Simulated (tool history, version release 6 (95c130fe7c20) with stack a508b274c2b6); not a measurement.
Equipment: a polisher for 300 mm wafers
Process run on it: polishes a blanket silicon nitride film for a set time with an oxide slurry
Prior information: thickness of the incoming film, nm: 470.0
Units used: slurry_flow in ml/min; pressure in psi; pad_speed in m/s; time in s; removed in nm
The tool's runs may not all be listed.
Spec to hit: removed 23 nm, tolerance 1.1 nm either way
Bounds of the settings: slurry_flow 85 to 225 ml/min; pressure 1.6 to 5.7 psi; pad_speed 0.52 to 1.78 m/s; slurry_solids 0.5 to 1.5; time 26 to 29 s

{"run": 1, "day": 0.0, "slurry_flow": 145, "pressure": 3.6, "pad_speed": 1.14, "slurry_solids": 1, "time": 29, "removed": 15.511}
{"run": 2, "day": 0.271, "slurry_flow": 145, "pressure": 3.6, "pad_speed": 1.3, "slurry_solids": 1, "time": 29, "removed": 16.472}
{"run": 3, "day": 0.338, "slurry_flow": 145, "pressure": 3.6, "pad_speed": 1.3, "slurry_solids": 1, "time": 29, "removed": 16.968}
{"run": 4, "day": 0.592, "slurry_flow": 145, "pressure": 3.7, "pad_speed": 1.3, "slurry_solids": 1, "time": 29, "removed": 17.349}
{"run": 5, "day": 0.962, "slurry_flow": 145, "pressure": 3.8, "pad_speed": 1.3, "slurry_solids": 1, "time": 29, "removed": 17.97}
{"day": 1.221, "done": "head pressure recalibrated"}
{"run": 6, "day": 1.221, "slurry_flow": 145, "pressure": 3.9, "pad_speed": 1.3, "slurry_solids": 1, "time": 29, "removed": 20.444}
{"run": 7, "day": 1.338, "slurry_flow": 150, "pressure": 4, "pad_speed": 1.3, "slurry_solids": 1, "time": 29, "removed": 20.602}
{"run": 8, "day": 1.467, "slurry_flow": 165, "pressure": 4.1, "pad_speed": 1.3, "slurry_solids": 1, "time": 29, "removed": 21.221}

Exercise: of the 4 proposed moves below, exactly one satisfies all targets within the stated allowed misses. Which move is it?
{"run": "A", "day": 1.596, "slurry_flow": 225, "pressure": 4.1, "pad_speed": 1.26, "slurry_solids": 0.85, "time": 29, "removed": "?"}
{"run": "B", "day": 1.596, "slurry_flow": 160, "pressure": 3.9, "pad_speed": 1.38, "slurry_solids": 1, "time": 28, "removed": "?"}
{"run": "C", "day": 1.596, "slurry_flow": 175, "pressure": 4.3, "pad_speed": 1.26, "slurry_solids": 1.05, "time": 29, "removed": "?"}
{"run": "D", "day": 1.596, "slurry_flow": 170, "pressure": 3.9, "pad_speed": 1.3, "slurry_solids": 1, "time": 28, "removed": "?"}

move=A removed=20.742
move=B removed=20.717
move=C removed=22.745
move=D removed=20.011
A: misses by more than the last run did
B: misses by more than the last run did
C: all results in spec
D: misses by more than the last run did
Answer: C
